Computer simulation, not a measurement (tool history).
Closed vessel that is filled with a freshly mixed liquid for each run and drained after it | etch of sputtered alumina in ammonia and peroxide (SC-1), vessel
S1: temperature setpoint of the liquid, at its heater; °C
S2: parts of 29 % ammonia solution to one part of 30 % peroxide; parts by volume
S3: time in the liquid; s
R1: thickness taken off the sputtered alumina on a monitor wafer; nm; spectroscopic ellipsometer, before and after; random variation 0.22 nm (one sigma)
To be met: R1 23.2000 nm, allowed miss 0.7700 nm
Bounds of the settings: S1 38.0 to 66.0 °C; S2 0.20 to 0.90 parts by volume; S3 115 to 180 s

run	hour	S1	S2	S3	R1
1	0.0	50.0	0.50	180	11.5030
2	4.8	51.5	0.50	180	12.3970
3	10.7	51.5	0.35	180	12.1140
4	16.2	51.5	0.35	180	11.8890
5	22.9	51.5	0.20	180	11.3200
6	26.7	51.5	0.20	180	11.3760
7	32.3	53.0	0.20	180	12.2270
8	33.8	54.5	0.20	180	13.5400
9	42.2	55.5	0.20	180	14.0130
10	42.9	56.5	0.20	180	15.0810

4 next moves are on the table. One of them brings every result within its allowed miss. Which?
A	43.6	65.0	0.20	180	?
B	43.6	57.5	0.30	115	?
C	43.6	52.5	0.25	115	?
D	43.6	63.0	0.20	175	?

move	R1
A	23.0270
B	10.4340
C	7.8618
D	20.2570
A: meets every target
B: further off than the last run
C: further off than the last run
D: nearer than the last run, and not there yet
Move A is the one to make.
